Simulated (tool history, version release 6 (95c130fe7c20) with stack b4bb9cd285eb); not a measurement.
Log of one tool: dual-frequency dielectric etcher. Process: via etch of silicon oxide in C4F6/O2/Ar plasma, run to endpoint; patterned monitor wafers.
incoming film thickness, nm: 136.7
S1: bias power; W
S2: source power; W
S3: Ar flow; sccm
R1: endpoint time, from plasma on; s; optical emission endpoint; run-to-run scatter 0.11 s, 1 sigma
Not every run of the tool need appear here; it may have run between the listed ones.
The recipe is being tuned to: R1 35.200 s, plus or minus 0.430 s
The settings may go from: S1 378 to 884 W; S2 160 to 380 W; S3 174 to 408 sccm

run	hour	S1	S2	S3	R1
1	0.0	631	270	291	30.519
2	3.8	631	240	291	32.352
3	7.1	631	240	244	31.169
4	15.0	589	240	244	31.751
5	15.7	655	240	244	30.975
6	17.6	712	240	244	30.024
7	22.7	614	240	244	31.380
8	30.7	545	240	244	32.480
9	32.7	495	240	244	33.570

Which single option among these 4 for the next run brings every result within its allowed miss of target? Just one does.
A	34.7	522	260	240	?
B	34.7	390	260	273	?
C	34.7	551	210	178	?
D	34.7	407	240	276	?

move	R1
A	31.611
B	35.027
C	32.213
D	36.103
A: further off than the last run
B: in spec on every target
C: further off than the last run
D: takes the biggest miss from the last run beyond its target
Go with B: it meets all targets.

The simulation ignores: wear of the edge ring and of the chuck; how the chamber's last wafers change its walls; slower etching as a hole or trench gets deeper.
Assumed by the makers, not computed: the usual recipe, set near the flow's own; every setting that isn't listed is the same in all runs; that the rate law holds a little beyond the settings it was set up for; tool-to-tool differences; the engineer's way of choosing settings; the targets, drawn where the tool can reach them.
